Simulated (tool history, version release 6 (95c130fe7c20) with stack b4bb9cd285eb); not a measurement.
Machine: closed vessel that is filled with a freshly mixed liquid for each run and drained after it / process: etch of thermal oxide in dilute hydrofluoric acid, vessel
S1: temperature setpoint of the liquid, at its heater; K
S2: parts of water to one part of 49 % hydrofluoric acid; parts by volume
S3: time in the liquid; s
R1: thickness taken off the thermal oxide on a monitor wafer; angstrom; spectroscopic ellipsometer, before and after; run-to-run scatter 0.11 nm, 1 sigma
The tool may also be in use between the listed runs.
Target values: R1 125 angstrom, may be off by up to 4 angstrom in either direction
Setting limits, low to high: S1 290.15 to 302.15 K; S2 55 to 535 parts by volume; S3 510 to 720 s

run	day	S1	S2	S3	R1
1	0	294.15	295	720	81.96
2	0.354	294.15	295	720	82.497
3	0.721	294.15	405	720	54.405
4	1.029	292.15	405	720	51.261
5	1.333	295.15	405	720	56.309
6	1.538	295.15	470	720	46.048
7	1.95	296.15	445	720	51.328
8	2.042	296.65	420	720	57.231
9	2.396	297.15	400	720	61.834
10	2.75	301.15	280	720	111.75
11	3.021	301.15	275	720	115.58
12	3.408	301.65	270	720	118.7

Exactly one of the 5 candidate moves below puts every result within its allowed miss. Which one?
A	3.796	301.15	260	720	?
B	3.796	301.65	285	720	?
C	3.796	300.65	245	720	?
D	3.796	302.15	220	510	?
E	3.796	302.15	285	720	?

move	R1
A	125.06
B	112.9
C	132.64
D	113.36
E	114.78
A: every result within its allowed miss
B: its largest miss is bigger than the last run's
C: pushes the last run's worst result past its target
D: its largest miss is bigger than the last run's
E: its largest miss is bigger than the last run's
A is the move that brings every result within its allowed miss.

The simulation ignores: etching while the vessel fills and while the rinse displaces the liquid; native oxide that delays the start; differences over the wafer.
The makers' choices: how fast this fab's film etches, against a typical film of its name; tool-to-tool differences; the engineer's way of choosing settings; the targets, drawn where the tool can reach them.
